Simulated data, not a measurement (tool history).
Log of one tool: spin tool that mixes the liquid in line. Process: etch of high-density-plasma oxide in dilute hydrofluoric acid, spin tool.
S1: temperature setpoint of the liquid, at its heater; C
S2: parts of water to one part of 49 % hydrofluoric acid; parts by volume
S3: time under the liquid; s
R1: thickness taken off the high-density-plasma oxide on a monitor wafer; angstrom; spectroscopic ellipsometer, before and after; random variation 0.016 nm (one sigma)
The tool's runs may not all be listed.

run,hour,S1,S2,S3,R1
1,0,22,150,95,33.201
2,1.4,22,115,95,44.813
3,7.5,19.5,115,95,40.34
4,15.4,19.5,95,95,50.239
5,19,19.5,55,95,91.368
6,26,19,70,95,68.862
7,31,19,70,95,68.771
8,37,17,130,95,32.229

The next listed run, before its measurement:
9,41.9,17,135,95,?

R1: 30.405 angstrom
